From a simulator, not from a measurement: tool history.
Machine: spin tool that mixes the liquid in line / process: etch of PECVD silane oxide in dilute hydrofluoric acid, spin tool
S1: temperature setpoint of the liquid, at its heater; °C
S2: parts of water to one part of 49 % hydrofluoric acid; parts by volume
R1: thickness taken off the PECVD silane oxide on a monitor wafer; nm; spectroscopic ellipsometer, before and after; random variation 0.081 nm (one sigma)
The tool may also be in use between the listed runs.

run 1 hour=0 | S1=22 S2=120 time_under_the_liquid_(s)=20 | R1=4.517
run 2 hour=7.1 | S1=23.5 S2=110 time_under_the_liquid_(s)=20 | R1=5.2953
run 3 hour=9.7 | S1=23.5 S2=70 time_under_the_liquid_(s)=20 | R1=8.7895
run 4 hour=12.7 | S1=21 S2=70 time_under_the_liquid_(s)=20 | R1=7.9938
run 5 hour=18.2 | S1=22.5 S2=70 time_under_the_liquid_(s)=20 | R1=8.5103
run 6 hour=21 | S1=23.5 S2=70 time_under_the_liquid_(s)=20 | R1=8.7949
run 7 hour=22.2 | S1=24.5 S2=70 time_under_the_liquid_(s)=20 | R1=9.1186
run 8 hour=30.9 | S1=25.5 S2=70 time_under_the_liquid_(s)=20 | R1=9.453
run 9 hour=35.1 | S1=26 S2=70 time_under_the_liquid_(s)=20 | R1=9.6547

For run 10, what comes out?
run 10 hour=36.2 | S1=26.5 S2=70 time_under_the_liquid_(s)=20 | R1=?

Run 10 gave R1 9.8141 nm.

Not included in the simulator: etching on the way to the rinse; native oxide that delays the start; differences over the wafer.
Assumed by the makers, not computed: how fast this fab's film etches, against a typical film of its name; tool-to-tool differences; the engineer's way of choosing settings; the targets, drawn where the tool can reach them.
